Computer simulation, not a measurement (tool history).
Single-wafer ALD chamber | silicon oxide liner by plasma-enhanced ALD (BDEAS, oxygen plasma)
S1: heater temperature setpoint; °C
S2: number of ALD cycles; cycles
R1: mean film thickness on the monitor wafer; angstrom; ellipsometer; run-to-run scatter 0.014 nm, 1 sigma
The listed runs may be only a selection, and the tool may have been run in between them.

| run | hour | S1 | S2 | R1 |
|---|---|---|---|---|
| 1 | 0 | 315 | 71 | 59.343 |
| 2 | 7.3 | 316 | 65 | 53.925 |
| 3 | 13.8 | 316 | 62 | 51.476 |
| 4 | 18.6 | 316 | 53 | 44.087 |
| 5 | 23.2 | 316 | 49 | 40.786 |
| 6 | 31 | 316 | 51 | 42.425 |

Run 7 is up next; what results do you expect?
| 7 | 35.6 | 316 | 52 | ? |

{"run 7": {"R1": 43.161}}
